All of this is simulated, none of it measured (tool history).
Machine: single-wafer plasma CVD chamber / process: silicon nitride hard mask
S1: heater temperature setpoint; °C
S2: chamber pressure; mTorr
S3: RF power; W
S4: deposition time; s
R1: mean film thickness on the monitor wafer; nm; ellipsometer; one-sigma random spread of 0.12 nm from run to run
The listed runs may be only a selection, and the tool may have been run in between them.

{"run": 1, "hour": 0.0, "S1": 405, "S2": 1110, "S3": 355, "S4": 50.5, "R1": 58.92}
{"run": 2, "hour": 6.0, "S1": 405, "S2": 1020, "S3": 340, "S4": 50.5, "R1": 55.593}
{"run": 3, "hour": 13.3, "S1": 405, "S2": 950, "S3": 335, "S4": 50.5, "R1": 53.446}
{"run": 4, "hour": 22.0, "S1": 405, "S2": 910, "S3": 330, "S4": 50.5, "R1": 52.044}
{"run": 5, "hour": 24.8, "S1": 405, "S2": 910, "S3": 380, "S4": 50.5, "R1": 57.918}
{"run": 6, "hour": 28.7, "S1": 405, "S2": 910, "S3": 360, "S4": 50.5, "R1": 55.802}

Run 7 has not been measured yet. What should we expect?
{"run": 7, "hour": 37.7, "S1": 405, "S2": 860, "S3": 350, "S4": 50.5, "R1": "?"}

{"run 7": {"R1": 53.527}}
